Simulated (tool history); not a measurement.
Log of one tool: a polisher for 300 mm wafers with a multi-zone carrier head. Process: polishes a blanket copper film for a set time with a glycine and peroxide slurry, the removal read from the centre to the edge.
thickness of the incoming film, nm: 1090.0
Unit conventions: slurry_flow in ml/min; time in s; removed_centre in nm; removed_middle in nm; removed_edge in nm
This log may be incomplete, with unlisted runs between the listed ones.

| run | hour | slurry_flow | centre_zone | middle_zone | edge_zone | time | removed_centre | removed_middle | removed_edge |
|---|---|---|---|---|---|---|---|---|---|
| 1 | 0 | 220 | 1 | 1 | 1 | 72 | 348.11 | 333.07 | 346.41 |
| 2 | 7.2 | 210 | 0.96 | 0.96 | 0.99 | 64 | 298.96 | 291.68 | 305.78 |
| 3 | 14.2 | 210 | 0.96 | 0.96 | 0.99 | 76 | 354.26 | 342.88 | 367.16 |
| 4 | 16.5 | 210 | 0.96 | 1.03 | 0.99 | 76 | 352.37 | 363.86 | 367.9 |
| 5 | 25.2 | 210 | 0.96 | 1.03 | 0.99 | 68 | 313.02 | 321.12 | 335.36 |
| 6 | 32.4 | 210 | 0.96 | 1.03 | 0.99 | 51 | 236.96 | 234.95 | 240.45 |
| 7 | 34.1 | 200 | 0.93 | 0.99 | 1.02 | 49 | 217.85 | 224.06 | 239.12 |
| 8 | 37.3 | 195 | 0.92 | 0.95 | 1.03 | 47 | 205.94 | 209.68 | 229.59 |

Run 9 is up next; what results do you expect?
| 9 | 43.8 | 185 | 0.91 | 0.92 | 1.04 | 46 | ? | ? | ? |

{"run 9": {"removed_centre": 199.26, "removed_middle": 197.47, "removed_edge": 222.63}}
